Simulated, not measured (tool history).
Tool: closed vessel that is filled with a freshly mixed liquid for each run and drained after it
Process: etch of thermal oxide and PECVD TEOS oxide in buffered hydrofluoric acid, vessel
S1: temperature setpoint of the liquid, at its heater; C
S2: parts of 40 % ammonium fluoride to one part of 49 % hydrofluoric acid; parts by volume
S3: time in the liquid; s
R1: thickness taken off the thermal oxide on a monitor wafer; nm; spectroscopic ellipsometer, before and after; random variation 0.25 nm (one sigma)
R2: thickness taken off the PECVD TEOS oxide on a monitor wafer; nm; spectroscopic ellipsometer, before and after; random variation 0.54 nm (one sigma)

run,day,S1,S2,S3,R1,R2
1,0.000,20.0,19.5,60,31.803,45.865
2,0.221,21.0,19.5,60,33.885,47.582
3,0.504,21.5,19.0,60,35.514,51.173
4,0.871,22.0,19.0,60,36.793,51.941
5,0.954,20.5,19.0,60,33.916,47.932
6,1.229,21.0,19.0,60,34.648,49.198
7,1.271,21.5,19.0,60,35.225,50.873

The next listed run, before its measurement:
8,1.504,22.0,19.0,60,?,?

{"run 8": {"R1": 36.676, "R2": 51.87}}
